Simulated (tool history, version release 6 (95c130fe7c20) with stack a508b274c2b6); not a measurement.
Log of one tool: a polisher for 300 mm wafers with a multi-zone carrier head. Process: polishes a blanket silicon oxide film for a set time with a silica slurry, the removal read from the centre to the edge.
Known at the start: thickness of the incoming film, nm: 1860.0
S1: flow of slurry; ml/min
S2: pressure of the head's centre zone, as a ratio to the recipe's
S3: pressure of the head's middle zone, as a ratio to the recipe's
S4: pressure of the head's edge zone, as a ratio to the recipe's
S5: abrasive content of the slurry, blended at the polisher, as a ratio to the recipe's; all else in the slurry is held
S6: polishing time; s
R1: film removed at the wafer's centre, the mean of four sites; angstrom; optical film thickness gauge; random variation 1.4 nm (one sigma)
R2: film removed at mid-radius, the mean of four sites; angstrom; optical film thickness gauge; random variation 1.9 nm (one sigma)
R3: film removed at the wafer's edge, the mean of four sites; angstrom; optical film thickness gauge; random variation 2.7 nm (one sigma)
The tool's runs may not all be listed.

run 1 hour=0.0 | S1=150 S2=1.00 S3=1.00 S4=1.00 S5=1.00 S6=54 | R1=2210.9 R2=2334.8 R3=2347.0
run 2 hour=3.6 | S1=150 S2=0.94 S3=1.00 S4=1.00 S5=1.00 S6=54 | R1=2064.9 R2=2331.7 R3=2294.6
run 3 hour=4.6 | S1=155 S2=0.99 S3=0.95 S4=0.95 S5=0.90 S6=54 | R1=2071.9 R2=2198.0 R3=2213.3
run 4 hour=9.0 | S1=155 S2=0.99 S3=0.87 S4=0.95 S5=0.90 S6=54 | R1=2085.4 R2=2002.3 R3=2166.3
run 5 hour=16.9 | S1=155 S2=0.99 S3=0.87 S4=1.02 S5=0.90 S6=54 | R1=2075.0 R2=2027.4 R3=2255.2
run 6 hour=19.4 | S1=155 S2=0.99 S3=0.87 S4=1.02 S5=0.90 S6=44 | R1=1661.9 R2=1660.0 R3=1829.2
run 7 hour=21.8 | S1=155 S2=0.99 S3=0.87 S4=1.02 S5=0.90 S6=44 | R1=1678.0 R2=1650.6 R3=1845.9
run 8 hour=28.1 | S1=170 S2=1.05 S3=0.87 S4=1.00 S5=0.90 S6=44 | R1=1797.8 R2=1676.2 R3=1853.8
run 9 hour=35.4 | S1=180 S2=1.09 S3=0.87 S4=0.98 S5=0.95 S6=44 | R1=1941.2 R2=1736.7 R3=1881.8

Run 10, settings as shown, results not yet in. Your forecast:
run 10 hour=42.8 | S1=190 S2=1.12 S3=0.86 S4=0.98 S5=0.95 S6=44 | R1=? R2=? R3=?

{"run 10": {"R1": 1981.2, "R2": 1698.1, "R3": 1885.4}}
